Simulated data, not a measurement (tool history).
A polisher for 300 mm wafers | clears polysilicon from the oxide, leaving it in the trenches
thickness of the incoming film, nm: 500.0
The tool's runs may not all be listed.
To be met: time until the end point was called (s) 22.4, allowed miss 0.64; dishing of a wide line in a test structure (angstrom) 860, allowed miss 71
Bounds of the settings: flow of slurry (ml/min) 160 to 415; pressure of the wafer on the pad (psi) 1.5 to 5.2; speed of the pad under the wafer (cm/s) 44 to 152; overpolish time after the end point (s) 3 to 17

run  hour  flow of slurry (ml/min)  pressure of the wafer on the pad (psi)  speed of the pad under the wafer (cm/s)  overpolish time after the end point (s)  time until the end point was called (s)  dishing of a wide line in a test structure (angstrom)
  1     0                      265                                     3.3                                       98                                        9                                   29.918                                                 748.75
  2   2.4                      270                                     3.5                                       98                                        9                                   28.243                                                 744.14
  3     9                      225                                     3.5                                       98                                        9                                   28.738                                                 781.96
  4  17.9                      225                                     2.9                                       98                                        9                                   34.328                                                 707.29
  5    26                      250                                     2.9                                       98                                        9                                   33.817                                                 674.16
  6  29.6                      260                                     3.2                                       98                                        9                                   30.531                                                 707.05
  7  37.4                      275                                     3.4                                       98                                        9                                   28.627                                                 721.65
     40.1  -- head pressure recalibrated
  8  40.1                      285                                     3.6                                       98                                       10                                   29.853                                                 757.48
  9  44.1                      285                                     3.6                                       98                                       10                                   29.627                                                  744.8
 10  50.4                      295                                     4.6                                       98                                       11                                   23.591                                                 828.05

Which of these 5 next moves meets every target?
  A  56.7                      280                                     5.2                                       98                                       12                                        ?                                                      ?
  B  56.7                      315                                     4.5                                      114                                        5                                        ?                                                      ?
  C  56.7                      305                                     4.7                                      106                                        5                                        ?                                                      ?
  D  56.7                      255                                     5.2                                       90                                       12                                        ?                                                      ?
  E  56.7                      230                                     5.2                                       92                                        7                                        ?                                                      ?

move  time until the end point was called (s)  dishing of a wide line in a test structure (angstrom)
   A                                   20.829                                                 828.15
   B                                    20.85                                                 653.95
   C                                   21.347                                                 647.07
   D                                   22.573                                                 820.05
   E                                   22.342                                                 725.87
A: takes the result that was furthest off past its target
B: takes the result that was furthest off past its target
C: takes the result that was furthest off past its target
D: meets every target
E: brings the result that was furthest off to its target, and leaves another outside
The right move is D.
